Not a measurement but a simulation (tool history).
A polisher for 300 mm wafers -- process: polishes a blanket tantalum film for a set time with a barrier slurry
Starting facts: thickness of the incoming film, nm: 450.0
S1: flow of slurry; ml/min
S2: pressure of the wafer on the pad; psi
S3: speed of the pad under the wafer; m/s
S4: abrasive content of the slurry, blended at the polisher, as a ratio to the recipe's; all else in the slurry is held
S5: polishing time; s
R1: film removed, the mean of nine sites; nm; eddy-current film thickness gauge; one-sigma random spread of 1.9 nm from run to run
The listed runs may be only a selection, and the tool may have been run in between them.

run  hour   S1   S2    S3  S4   S5      R1
  1     0  275    2  1.22   1  101   247.2
  2   3.5  275    2  1.36   1  101  270.58
  3  10.1  275    2  1.36   1  106  291.18
  4  14.8  245    2  1.36   1  106  283.77
  5  15.7  295    2  1.36   1  106   286.8
  6  23.3  295    2  1.36   1  101  272.94
  7  31.4  295  1.9  1.36   1  101  268.75
  8    39  295  1.9  1.36   1  101   268.1
  9  45.2  295  1.9  1.36   1  101  269.77
 10  53.6  290  1.8  1.34   1  101  248.93
 11  54.2  290  1.7  1.34   1  101  236.36
 12  56.9  285  1.6  1.34   1  101  229.89
 13  59.9  285  1.5  1.34   1  101  212.77

For run 14, what comes out?
 14    67  280  1.5  1.34   1  101   ?

Run 14 produced R1 211.95 nm.
